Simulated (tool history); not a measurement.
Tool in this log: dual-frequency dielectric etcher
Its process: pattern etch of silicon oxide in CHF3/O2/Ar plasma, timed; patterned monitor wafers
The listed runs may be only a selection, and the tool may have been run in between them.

run,day,source power (kW),bias power (kW),etch time (s),mean etch depth across the wafer (nm)
1,0.000,0.830,0.230,545.5,1288.8
2,0.200,0.900,0.236,546.0,1351.1
3,0.517,0.900,0.205,546.0,1271.5
4,0.654,0.960,0.214,547.0,1321.9
5,0.933,1.000,0.223,548.5,1386.9
6,1.300,1.040,0.225,548.5,1422.9
7,1.442,1.040,0.225,548.5,1414.9

Forecast run 8:
8,1.817,1.070,0.227,548.5,?

mean etch depth across the wafer (nm): 1433.8
